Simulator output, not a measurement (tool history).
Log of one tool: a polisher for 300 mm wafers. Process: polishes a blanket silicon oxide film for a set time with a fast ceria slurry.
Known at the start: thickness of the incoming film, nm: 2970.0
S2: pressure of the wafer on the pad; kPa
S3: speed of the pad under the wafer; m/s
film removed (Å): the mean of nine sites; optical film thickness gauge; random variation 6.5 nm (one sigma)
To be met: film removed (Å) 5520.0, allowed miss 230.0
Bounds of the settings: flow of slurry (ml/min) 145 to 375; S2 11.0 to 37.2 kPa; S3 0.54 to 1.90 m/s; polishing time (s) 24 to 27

Run 1, hour 0.0: flow of slurry (ml/min) 240, S2 24.1 kPa, S3 1.22 m/s, polishing time (s) 27. Result: film removed (Å) 7046.2.
Run 2, hour 3.3: flow of slurry (ml/min) 240, S2 23.4 kPa, S3 1.22 m/s, polishing time (s) 27. Result: film removed (Å) 6796.9.
Run 3, hour 3.9: flow of slurry (ml/min) 240, S2 22.8 kPa, S3 1.22 m/s, polishing time (s) 27. Result: film removed (Å) 6490.7.
Run 4, hour 8.2: flow of slurry (ml/min) 240, S2 22.1 kPa, S3 1.22 m/s, polishing time (s) 27. Result: film removed (Å) 6167.8.
Run 5, hour 13.5: flow of slurry (ml/min) 240, S2 26.2 kPa, S3 1.22 m/s, polishing time (s) 27. Result: film removed (Å) 7404.6.
Run 6, hour 21.8: flow of slurry (ml/min) 240, S2 25.5 kPa, S3 1.22 m/s, polishing time (s) 27. Result: film removed (Å) 7166.8.
Run 7, hour 25.0: flow of slurry (ml/min) 240, S2 24.8 kPa, S3 1.22 m/s, polishing time (s) 27. Result: film removed (Å) 7024.7.
Run 8, hour 30.6: flow of slurry (ml/min) 240, S2 24.1 kPa, S3 1.22 m/s, polishing time (s) 27. Result: film removed (Å) 7015.0.
Run 9, hour 32.8: flow of slurry (ml/min) 240, S2 23.4 kPa, S3 1.22 m/s, polishing time (s) 27. Result: film removed (Å) 6601.5.

Which of these 5 next moves meets every target?
Run A, hour 35.0: flow of slurry (ml/min) 240, S2 15.9 kPa, S3 1.44 m/s, polishing time (s) 25. Result: film removed (Å) ?.
Run B, hour 35.0: flow of slurry (ml/min) 280, S2 29.6 kPa, S3 1.08 m/s, polishing time (s) 27. Result: film removed (Å) ?.
Run C, hour 35.0: flow of slurry (ml/min) 290, S2 28.3 kPa, S3 1.06 m/s, polishing time (s) 27. Result: film removed (Å) ?.
Run D, hour 35.0: flow of slurry (ml/min) 250, S2 22.1 kPa, S3 1.20 m/s, polishing time (s) 26. Result: film removed (Å) ?.
Run E, hour 35.0: flow of slurry (ml/min) 275, S2 24.1 kPa, S3 1.10 m/s, polishing time (s) 24. Result: film removed (Å) ?.

move  film removed (Å)
   A            4985.6
   B            7548.7
   C            7096.4
   D            5986.3
   E            5582.7
A: takes the result that was furthest off past its target
B: further off than the last run
C: further off than the last run
D: nearer than the last run, and not there yet
E: meets every target
The right move is E.
